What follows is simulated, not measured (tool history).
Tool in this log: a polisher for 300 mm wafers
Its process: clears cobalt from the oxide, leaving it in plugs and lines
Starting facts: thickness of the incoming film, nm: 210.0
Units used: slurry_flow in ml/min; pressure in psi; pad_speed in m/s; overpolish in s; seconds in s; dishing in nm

Run 1, day 0: slurry_flow 220 ml/min, pressure 2.4 psi, pad_speed 1.26 m/s, overpolish 28 s. Result: seconds 32.957 s, dishing 51.026 nm.
Run 2, day 0.338: slurry_flow 175 ml/min, pressure 2.4 psi, pad_speed 1.26 m/s, overpolish 28 s. Result: seconds 34.167 s, dishing 51.858 nm.
Run 3, day 0.488: slurry_flow 175 ml/min, pressure 1.9 psi, pad_speed 1.26 m/s, overpolish 28 s. Result: seconds 42.042 s, dishing 48.505 nm.
Run 4, day 0.625: slurry_flow 175 ml/min, pressure 2.4 psi, pad_speed 1.26 m/s, overpolish 28 s. Result: seconds 34.437 s, dishing 50.862 nm.
Run 5, day 0.996: slurry_flow 175 ml/min, pressure 2.6 psi, pad_speed 1.26 m/s, overpolish 28 s. Result: seconds 31.942 s, dishing 50.33 nm.
Run 6, day 1.179: slurry_flow 175 ml/min, pressure 2.6 psi, pad_speed 0.98 m/s, overpolish 28 s. Result: seconds 37.671 s, dishing 51.821 nm.

Estimate the outcome of run 7 from the log above:
Run 7, day 1.342: slurry_flow 165 ml/min, pressure 2.2 psi, pad_speed 0.98 m/s, overpolish 22 s. Result: seconds ?, dishing ?.

For run 7 the tool returned seconds 45.286 s, dishing 43.867 nm.
